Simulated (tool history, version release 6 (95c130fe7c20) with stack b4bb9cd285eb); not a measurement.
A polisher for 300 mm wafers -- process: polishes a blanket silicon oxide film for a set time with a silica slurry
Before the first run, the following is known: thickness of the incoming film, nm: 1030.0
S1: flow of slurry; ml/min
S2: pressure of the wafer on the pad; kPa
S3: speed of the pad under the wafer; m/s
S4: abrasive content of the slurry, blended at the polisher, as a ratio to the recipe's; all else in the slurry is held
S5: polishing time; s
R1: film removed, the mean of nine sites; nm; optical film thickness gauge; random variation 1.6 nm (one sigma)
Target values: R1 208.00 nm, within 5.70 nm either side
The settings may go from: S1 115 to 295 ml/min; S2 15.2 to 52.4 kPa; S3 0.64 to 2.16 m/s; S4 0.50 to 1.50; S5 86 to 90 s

| run | hour | S1 | S2 | S3 | S4 | S5 | R1 |
|---|---|---|---|---|---|---|---|
| 1 | 0.0 | 190 | 33.8 | 1.40 | 1.00 | 86 | 313.36 |
| 2 | 6.3 | 185 | 30.3 | 1.40 | 1.00 | 86 | 294.65 |
| 3 | 9.5 | 185 | 26.2 | 1.40 | 1.00 | 86 | 264.18 |
| 4 | 15.2 | 185 | 26.2 | 1.40 | 1.20 | 86 | 275.70 |
| 5 | 17.9 | 165 | 26.2 | 1.40 | 1.20 | 86 | 273.56 |
| 6 | 23.4 | 165 | 23.4 | 1.40 | 1.20 | 86 | 251.11 |
| 7 | 26.0 | 160 | 22.1 | 1.40 | 1.20 | 86 | 239.19 |
| 8 | 34.5 | 155 | 20.7 | 1.40 | 1.20 | 86 | 230.13 |
| 9 | 43.4 | 150 | 20.0 | 1.40 | 1.20 | 86 | 221.75 |
| 10 | 50.3 | 145 | 20.0 | 1.40 | 1.20 | 86 | 216.64 |
| 11 | 55.3 | 140 | 20.0 | 1.40 | 1.20 | 86 | 220.62 |

Which single option among these 5 for the next run brings every result within its allowed miss of target? Just one does.
| A | 60.3 | 145 | 18.6 | 1.20 | 1.30 | 86 | ? |
| B | 60.3 | 135 | 22.1 | 1.24 | 1.25 | 90 | ? |
| C | 60.3 | 125 | 15.9 | 1.58 | 1.40 | 90 | ? |
| D | 60.3 | 120 | 17.9 | 1.38 | 1.30 | 90 | ? |
| E | 60.3 | 150 | 20.0 | 1.28 | 1.25 | 90 | ? |

| move | R1 |
|---|---|
| A | 191.56 |
| B | 223.68 |
| C | 223.63 |
| D | 209.51 |
| E | 220.02 |
A: carries the result that was furthest off beyond its target, to the other side
B: the biggest miss grows against the last run
C: the biggest miss grows against the last run
D: every result within its allowed miss
E: about the same distance from the targets as the last run
So the answer is move D, the one that meets all the targets.
